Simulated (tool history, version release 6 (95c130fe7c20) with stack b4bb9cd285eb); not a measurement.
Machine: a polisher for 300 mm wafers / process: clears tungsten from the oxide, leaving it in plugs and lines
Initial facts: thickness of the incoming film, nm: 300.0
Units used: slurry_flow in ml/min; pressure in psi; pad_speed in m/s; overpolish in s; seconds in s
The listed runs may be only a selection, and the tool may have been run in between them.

run 1 hour=0 | slurry_flow=320 pressure=2.5 pad_speed=0.88 slurry_solids=1 overpolish=4 | seconds=98.405
run 2 hour=8.2 | slurry_flow=320 pressure=2.5 pad_speed=0.96 slurry_solids=1 overpolish=4 | seconds=89.907
run 3 hour=9.1 | slurry_flow=310 pressure=2.2 pad_speed=0.86 slurry_solids=0.95 overpolish=4 | seconds=116.09
run 4 hour=13.3 | slurry_flow=305 pressure=2 pad_speed=0.78 slurry_solids=0.9 overpolish=4 | seconds=141.33
run 5 hour=21.4 | slurry_flow=305 pressure=1.8 pad_speed=0.7 slurry_solids=0.9 overpolish=4 | seconds=170.4
run 6 hour=28.4 | slurry_flow=305 pressure=1.7 pad_speed=0.64 slurry_solids=0.9 overpolish=4 | seconds=198.89

Run 7, settings as shown, results not yet in. Your forecast:
run 7 hour=32.9 | slurry_flow=300 pressure=1.1 pad_speed=0.44 slurry_solids=0.9 overpolish=4 | seconds=?

{"run 7": {"seconds": 427.91}}
